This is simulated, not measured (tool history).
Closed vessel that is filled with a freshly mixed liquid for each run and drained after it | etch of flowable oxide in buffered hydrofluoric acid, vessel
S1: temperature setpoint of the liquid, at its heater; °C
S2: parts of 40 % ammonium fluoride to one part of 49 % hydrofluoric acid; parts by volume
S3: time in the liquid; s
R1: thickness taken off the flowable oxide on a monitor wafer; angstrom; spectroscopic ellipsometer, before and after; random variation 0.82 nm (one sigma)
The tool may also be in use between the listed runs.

Run 1, hour 0: S1 23 °C, S2 19.5 parts by volume, S3 100 s. Result: R1 1725.6 angstrom.
Run 2, hour 4.3: S1 25 °C, S2 19.5 parts by volume, S3 100 s. Result: R1 1933.6 angstrom.
Run 3, hour 8.8: S1 25 °C, S2 22 parts by volume, S3 100 s. Result: R1 1763.2 angstrom.
Run 4, hour 16.3: S1 25 °C, S2 22 parts by volume, S3 105 s. Result: R1 1862.5 angstrom.
Run 5, hour 23.7: S1 25 °C, S2 22 parts by volume, S3 105 s. Result: R1 1856.9 angstrom.
Run 6, hour 29.4: S1 25.5 °C, S2 22 parts by volume, S3 105 s. Result: R1 1899 angstrom.
Run 7, hour 35.4: S1 26 °C, S2 22 parts by volume, S3 105 s. Result: R1 1961.5 angstrom.

Run 8 comes next. What will it give?
Run 8, hour 44: S1 26.5 °C, S2 22 parts by volume, S3 105 s. Result: R1 ?.

R1: 2011.7 angstrom
